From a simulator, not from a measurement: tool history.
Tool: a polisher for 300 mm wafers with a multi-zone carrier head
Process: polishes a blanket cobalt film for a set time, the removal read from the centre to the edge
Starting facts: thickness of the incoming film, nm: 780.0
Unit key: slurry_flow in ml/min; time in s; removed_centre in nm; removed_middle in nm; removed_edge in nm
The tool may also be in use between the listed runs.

run,hour,slurry_flow,centre_zone,middle_zone,edge_zone,time,removed_centre,removed_middle,removed_edge
1,0,125,1,1,1,31,120.71,124.96,126.16
2,1.2,115,0.98,0.95,0.99,28,105.07,106.82,109.24
3,4.2,115,0.98,0.95,0.99,32,120.63,119.82,128.16
4,8.1,105,0.95,0.91,1,29,103.16,104.13,115.53
5,13.3,100,0.94,0.88,0.99,26,92.096,89.973,99.773
6,16,95,0.92,0.86,0.99,25,87.248,83.857,97.709

Expected results for the next run?
7,19.5,90,0.9,0.85,0.97,24,?,?,?

{"run 7": {"removed_centre": 79.083, "removed_middle": 78.338, "removed_edge": 92.47}}
